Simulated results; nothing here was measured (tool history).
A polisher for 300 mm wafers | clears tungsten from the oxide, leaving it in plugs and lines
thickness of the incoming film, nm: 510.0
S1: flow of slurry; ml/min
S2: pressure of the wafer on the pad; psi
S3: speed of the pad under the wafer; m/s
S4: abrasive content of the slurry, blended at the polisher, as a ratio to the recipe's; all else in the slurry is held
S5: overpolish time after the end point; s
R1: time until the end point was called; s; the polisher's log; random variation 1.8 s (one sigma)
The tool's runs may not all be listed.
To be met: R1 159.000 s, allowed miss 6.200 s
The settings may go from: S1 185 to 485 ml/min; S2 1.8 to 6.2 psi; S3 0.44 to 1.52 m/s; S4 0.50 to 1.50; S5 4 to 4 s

run	hour	S1	S2	S3	S4	S5	R1
1	0.0	310	4.0	0.98	1.00	4	95.182
2	4.1	310	4.6	0.98	1.00	4	83.484
3	6.4	255	4.6	0.98	1.00	4	84.193
4	10.1	255	3.7	0.96	1.00	4	106.210
5	15.1	255	3.7	0.96	1.20	4	101.310
6	19.4	255	3.7	0.96	1.35	4	99.256
7	28.2	255	3.1	0.94	1.35	4	119.480
8	29.6	255	2.8	0.94	1.35	4	131.640
9	37.5	255	2.6	0.94	1.35	4	143.620
10	44.4	255	2.5	0.94	1.35	4	147.760

Which of these 5 next moves meets every target?
A	51.3	235	2.5	1.10	1.30	4	?
B	51.3	245	2.6	0.96	1.50	4	?
C	51.3	370	1.8	1.20	1.30	4	?
D	51.3	290	2.6	0.94	1.40	4	?
E	51.3	195	2.5	1.06	1.35	4	?

move	R1
A	130.650
B	138.730
C	159.040
D	142.200
E	136.110
A: further off than the last run
B: further off than the last run
C: meets every target
D: further off than the last run
E: further off than the last run
The right move is C.

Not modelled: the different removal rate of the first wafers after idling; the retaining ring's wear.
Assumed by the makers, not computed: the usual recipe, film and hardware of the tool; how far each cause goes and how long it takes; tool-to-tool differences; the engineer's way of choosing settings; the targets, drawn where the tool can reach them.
